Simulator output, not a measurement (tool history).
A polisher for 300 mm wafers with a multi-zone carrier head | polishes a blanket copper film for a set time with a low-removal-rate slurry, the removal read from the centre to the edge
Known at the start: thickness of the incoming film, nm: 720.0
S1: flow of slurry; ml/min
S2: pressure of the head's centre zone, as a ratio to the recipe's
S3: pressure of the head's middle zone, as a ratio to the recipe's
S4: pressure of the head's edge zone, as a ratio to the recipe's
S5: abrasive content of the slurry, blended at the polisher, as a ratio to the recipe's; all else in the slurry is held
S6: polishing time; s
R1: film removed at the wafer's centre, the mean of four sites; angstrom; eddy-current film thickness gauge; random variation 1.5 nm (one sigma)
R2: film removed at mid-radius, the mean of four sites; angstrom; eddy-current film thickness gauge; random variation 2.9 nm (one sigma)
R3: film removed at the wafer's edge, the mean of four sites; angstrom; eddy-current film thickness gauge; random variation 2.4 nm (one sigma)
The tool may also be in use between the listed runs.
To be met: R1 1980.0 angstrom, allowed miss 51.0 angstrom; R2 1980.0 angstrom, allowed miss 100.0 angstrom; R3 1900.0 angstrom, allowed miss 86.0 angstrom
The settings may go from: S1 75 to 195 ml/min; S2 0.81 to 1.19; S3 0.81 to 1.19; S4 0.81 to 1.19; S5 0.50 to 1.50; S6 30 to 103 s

run 1 hour=0.0 | S1=125 S2=1.00 S3=1.00 S4=1.00 S5=1.00 S6=66 | R1=1387.7 R2=1366.6 R3=1320.9
run 2 hour=8.0 | S1=130 S2=1.01 S3=1.01 S4=1.03 S5=1.10 S6=68 | R1=1493.9 R2=1487.0 R3=1454.0
run 3 hour=8.8 | S1=140 S2=1.03 S3=1.03 S4=1.05 S5=1.15 S6=68 | R1=1541.1 R2=1487.3 R3=1443.9
run 4 hour=15.2 | S1=110 S2=1.03 S3=1.03 S4=1.05 S5=1.15 S6=68 | R1=1466.2 R2=1442.9 R3=1419.6
-- hour=15.8 worn pad replaced by a new one
run 5 hour=15.8 | S1=115 S2=1.03 S3=1.04 S4=1.06 S5=1.20 S6=70 | R1=1730.5 R2=1685.6 R3=1648.0
run 6 hour=23.6 | S1=115 S2=1.03 S3=1.04 S4=1.06 S5=1.20 S6=56 | R1=1362.4 R2=1327.6 R3=1320.1
run 7 hour=32.2 | S1=115 S2=1.04 S3=1.06 S4=1.07 S5=1.25 S6=58 | R1=1453.8 R2=1449.2 R3=1390.5
run 8 hour=37.1 | S1=150 S2=1.06 S3=1.06 S4=1.17 S5=1.50 S6=69 | R1=1940.5 R2=1829.4 R3=1902.7

4 next moves are on the table. One of them brings every result within its allowed miss. Which?
run A hour=42.0 | S1=115 S2=1.07 S3=1.19 S4=1.18 S5=1.45 S6=71 | R1=? R2=? R3=?
run B hour=42.0 | S1=125 S2=1.05 S3=0.97 S4=1.17 S5=1.50 S6=71 | R1=? R2=? R3=?
run C hour=42.0 | S1=125 S2=1.05 S3=1.09 S4=1.10 S5=1.45 S6=75 | R1=? R2=? R3=?
run D hour=42.0 | S1=160 S2=0.98 S3=1.06 S4=1.19 S5=1.50 S6=71 | R1=? R2=? R3=?

move=A R1=1888.9 R2=1989.8 R3=1866.2
move=B R1=1897.5 R2=1738.5 R3=1897.8
move=C R1=1989.0 R2=1991.3 R3=1923.0
move=D R1=1852.3 R2=1936.1 R3=1967.2
A: brings the result that was furthest off to its target, and leaves another outside
B: further off than the last run
C: meets every target
D: brings the result that was furthest off to its target, and leaves another outside
Move C is the one to make.
